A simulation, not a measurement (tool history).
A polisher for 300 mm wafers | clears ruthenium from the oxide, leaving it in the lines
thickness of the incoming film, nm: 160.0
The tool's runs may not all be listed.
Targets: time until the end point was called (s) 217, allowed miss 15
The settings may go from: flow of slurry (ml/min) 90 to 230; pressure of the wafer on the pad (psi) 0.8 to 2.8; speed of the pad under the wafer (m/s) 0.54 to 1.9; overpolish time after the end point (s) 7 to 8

run  hour  flow of slurry (ml/min)  pressure of the wafer on the pad (psi)  speed of the pad under the wafer (m/s)  overpolish time after the end point (s)  time until the end point was called (s)
  1     0                      150                                     1.8                                    1.22                                        8                                   144.48
  2   3.7                      150                                     2.1                                    1.22                                        8                                   124.73
  3  10.9                      150                                     2.1                                    1.42                                        8                                   105.06
  4  12.4                      170                                     2.1                                    1.42                                        8                                   107.51
  5  17.6                      170                                     2.1                                     1.6                                        8                                   95.158
  6  25.4                      170                                       2                                    1.56                                        8                                   100.49
  7  32.5                      170                                     1.9                                    1.52                                        8                                   112.31
  8  39.2                      170                                     1.8                                     1.5                                        8                                   118.48
  9  43.4                      170                                     1.7                                    1.48                                        8                                   126.35
 10    52                      170                                     1.6                                    1.46                                        8                                   139.26
 11  60.1                      170                                     1.5                                    1.46                                        8                                   144.04
 12  64.2                      170                                     1.4                                    1.44                                        8                                   152.44
 13  70.9                      170                                     1.3                                    1.42                                        8                                   168.41

Which of these 5 next moves meets every target?
  A  77.6                      150                                     1.7                                     1.2                                        7                                        ?
  B  77.6                      200                                     1.2                                     1.2                                        7                                        ?
  C  77.6                      170                                     1.6                                    1.46                                        8                                        ?
  D  77.6                      200                                     1.2                                    1.44                                        8                                        ?
  E  77.6                      180                                     1.2                                     1.4                                        8                                        ?

move  time until the end point was called (s)
   A                                   164.25
   B                                   223.06
   C                                   142.09
   D                                   186.83
   E                                   194.05
A: further off than the last run
B: meets every target
C: further off than the last run
D: nearer than the last run, and not there yet
E: nearer than the last run, and not there yet
Answer: B
